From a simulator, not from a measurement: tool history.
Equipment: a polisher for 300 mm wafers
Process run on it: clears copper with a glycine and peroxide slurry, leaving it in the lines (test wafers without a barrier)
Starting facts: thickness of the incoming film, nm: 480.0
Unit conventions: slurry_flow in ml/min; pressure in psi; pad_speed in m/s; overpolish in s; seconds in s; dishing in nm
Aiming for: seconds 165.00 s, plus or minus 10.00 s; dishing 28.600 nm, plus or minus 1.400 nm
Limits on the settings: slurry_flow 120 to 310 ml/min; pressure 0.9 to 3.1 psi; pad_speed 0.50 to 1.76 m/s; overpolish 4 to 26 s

run    day  slurry_flow  pressure  pad_speed  overpolish  seconds  dishing
  1  0.000          200       2.0       1.12          13   119.41   38.774
  2  0.308          200       2.4       1.12          13   102.71   44.317
  3  0.558          200       2.0       1.10          13   118.91   37.999
  4  0.838          200       1.7       1.08          13   137.11   35.074
  5  1.058          200       1.6       1.08          13   144.63   33.037
  6  1.325          180       1.6       1.08          13   140.67   32.838
  7  1.508          180       1.5       1.08          13   152.94   30.813
  8  1.550          170       1.5       1.08          13   153.89   31.726
  9  1.596          170       1.4       1.08          13   167.74   30.641
 10  1.704          175       1.4       1.08          13   161.86   30.031

Consider the 4 candidate settings below. Which is the only one whose results all fall within their allowed miss of target?
  A  1.812          200       1.2       1.18          13        ?        ?
  B  1.812          140       1.2       1.28          11        ?        ?
  C  1.812          120       1.5       1.40           9        ?        ?
  D  1.812          150       1.5       1.04          14        ?        ?

move  seconds  dishing
   A   169.92   28.441
   B   170.86   24.734
   C   140.32   24.768
   D   165.22   31.167
A: all results in spec
B: the result that was furthest off in the last run now lies on the other side of its target
C: the result that was furthest off in the last run now lies on the other side of its target
D: lands further from the targets than the last run did
Move A is the one to make.

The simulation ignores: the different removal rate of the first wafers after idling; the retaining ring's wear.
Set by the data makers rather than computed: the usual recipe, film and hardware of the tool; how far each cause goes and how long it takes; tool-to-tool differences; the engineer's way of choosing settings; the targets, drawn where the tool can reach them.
